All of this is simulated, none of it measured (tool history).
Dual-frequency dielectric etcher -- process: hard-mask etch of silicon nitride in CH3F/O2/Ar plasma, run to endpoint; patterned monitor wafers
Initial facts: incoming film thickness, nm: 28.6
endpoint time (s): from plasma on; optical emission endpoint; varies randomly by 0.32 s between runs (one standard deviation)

{"run": 1, "day": 0.0, "source power (kW)": 0.29, "bias power (kW)": 0.102, "endpoint time (s)": 48.059}
{"run": 2, "day": 0.354, "source power (kW)": 0.3, "bias power (kW)": 0.104, "endpoint time (s)": 47.588}
{"run": 3, "day": 0.462, "source power (kW)": 0.31, "bias power (kW)": 0.106, "endpoint time (s)": 46.373}
{"run": 4, "day": 0.692, "source power (kW)": 0.32, "bias power (kW)": 0.107, "endpoint time (s)": 45.442}
{"run": 5, "day": 0.758, "source power (kW)": 0.33, "bias power (kW)": 0.108, "endpoint time (s)": 45.314}
{"run": 6, "day": 0.979, "source power (kW)": 0.33, "bias power (kW)": 0.096, "endpoint time (s)": 47.037}

Estimate the outcome of run 7 from the log above:
{"run": 7, "day": 1.196, "source power (kW)": 0.34, "bias power (kW)": 0.098, "endpoint time (s)": "?"}

{"run 7": {"endpoint time (s)": 45.934}}
